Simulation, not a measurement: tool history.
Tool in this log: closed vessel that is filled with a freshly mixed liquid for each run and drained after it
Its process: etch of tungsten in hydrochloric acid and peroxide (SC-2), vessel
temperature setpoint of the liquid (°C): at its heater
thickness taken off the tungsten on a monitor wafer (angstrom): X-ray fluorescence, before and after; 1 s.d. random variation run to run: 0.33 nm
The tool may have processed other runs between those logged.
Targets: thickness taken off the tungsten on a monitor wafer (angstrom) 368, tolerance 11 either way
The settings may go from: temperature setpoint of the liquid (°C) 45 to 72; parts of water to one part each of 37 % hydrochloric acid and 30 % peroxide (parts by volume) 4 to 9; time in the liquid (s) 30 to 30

run,hour,temperature setpoint of the liquid (°C),parts of water to one part each of 37 % hydrochloric acid and 30 % peroxide (parts by volume),time in the liquid (s),thickness taken off the tungsten on a monitor wafer (angstrom)
1,0,61,5,30,231.59
2,2.9,62,5,30,248.29
3,10.2,62,5,30,248.03
4,16.4,62.5,5,30,250.2
5,17.5,63.5,5,30,274.58
6,24.6,59,5,30,203
7,28.7,60,5,30,216
8,30.6,61,5,30,232.74
9,38.5,62,5,30,248.96
10,45.8,62.5,5,30,255.7
11,52.8,63,5,30,264.45
12,60.9,63.5,5,30,271.68
13,70,64,5,30,279.51
14,78.2,64.5,5,30,288.13
15,85.8,65,5,30,295.66
16,93,65.5,5,30,303.56
17,94.7,66,5,30,318.56
18,99.7,66.5,5,30,323.7
19,103.8,68,5,30,356.23

Exactly one of the 4 candidate moves below puts every result within its allowed miss. Which one?
A,107.9,68.5,5.5,30,?
B,107.9,68,4.5,30,?
C,107.9,68.5,4.5,30,?
D,107.9,71,6,30,?

move,thickness taken off the tungsten on a monitor wafer (angstrom)
A,343.04
B,384.17
C,395.82
D,372.92
A: further off than the last run
B: takes the result that was furthest off past its target
C: takes the result that was furthest off past its target
D: every result within its allowed miss
D meets every target.

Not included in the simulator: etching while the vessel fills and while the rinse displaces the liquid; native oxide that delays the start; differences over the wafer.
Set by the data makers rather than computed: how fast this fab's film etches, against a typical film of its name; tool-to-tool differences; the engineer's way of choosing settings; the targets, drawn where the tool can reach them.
